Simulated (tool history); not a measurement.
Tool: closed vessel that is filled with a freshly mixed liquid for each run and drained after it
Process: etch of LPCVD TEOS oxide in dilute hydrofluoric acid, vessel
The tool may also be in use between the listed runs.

run  hour  temperature setpoint of the liquid (K)  parts of water to one part of 49 % hydrofluoric acid (parts by volume)  time in the liquid (s)  thickness taken off the LPCVD TEOS oxide on a monitor wafer (angstrom)
  1     0                                  297.15                                                                     150                      95                                                                  215.72
  2   2.4                                  297.15                                                                     150                     105                                                                  236.94
  3   7.9                                  297.65                                                                     150                     105                                                                  244.33
  4  12.1                                  298.15                                                                     150                     105                                                                  247.68
  5  19.8                                  298.15                                                                     120                     105                                                                  321.36
  6  20.8                                  297.65                                                                     120                     105                                                                  317.09

Run 7 comes next. What will it give?
  7  27.4                                  297.15                                                                     120                     105                                                                       ?

{"run 7": {"thickness taken off the LPCVD TEOS oxide on a monitor wafer (angstrom)": 310.98}}
